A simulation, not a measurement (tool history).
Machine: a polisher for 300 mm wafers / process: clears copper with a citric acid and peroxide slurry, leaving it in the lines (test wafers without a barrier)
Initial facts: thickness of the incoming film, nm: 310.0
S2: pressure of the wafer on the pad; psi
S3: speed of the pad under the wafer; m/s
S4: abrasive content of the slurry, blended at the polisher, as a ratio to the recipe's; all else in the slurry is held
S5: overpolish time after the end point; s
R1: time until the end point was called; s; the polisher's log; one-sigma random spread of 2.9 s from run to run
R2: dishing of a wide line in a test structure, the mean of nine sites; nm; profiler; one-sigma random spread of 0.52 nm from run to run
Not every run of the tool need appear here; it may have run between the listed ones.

{"run": 1, "day": 0.0, "flow of slurry (ml/min)": 290, "S2": 3.4, "S3": 1.06, "S4": 1.0, "S5": 18, "R1": 114.22, "R2": 33.809}
{"run": 2, "day": 0.279, "flow of slurry (ml/min)": 290, "S2": 2.9, "S3": 1.04, "S4": 1.0, "S5": 20, "R1": 132.47, "R2": 31.473}
{"run": 3, "day": 0.571, "flow of slurry (ml/min)": 290, "S2": 2.6, "S3": 1.02, "S4": 1.0, "S5": 22, "R1": 148.24, "R2": 29.944}
{"run": 4, "day": 0.875, "flow of slurry (ml/min)": 290, "S2": 2.2, "S3": 1.02, "S4": 1.0, "S5": 22, "R1": 170.56, "R2": 25.278}
{"run": 5, "day": 0.967, "flow of slurry (ml/min)": 290, "S2": 2.2, "S3": 0.82, "S4": 1.0, "S5": 22, "R1": 206.41, "R2": 23.305}
{"run": 6, "day": 1.104, "flow of slurry (ml/min)": 290, "S2": 2.2, "S3": 0.82, "S4": 1.0, "S5": 25, "R1": 210.25, "R2": 25.459}

Run 7, settings as shown, results not yet in. Your forecast:
{"run": 7, "day": 1.458, "flow of slurry (ml/min)": 290, "S2": 2.4, "S3": 0.82, "S4": 1.0, "S5": 25, "R1": "?", "R2": "?"}

{"run 7": {"R1": 196.45, "R2": 26.575}}
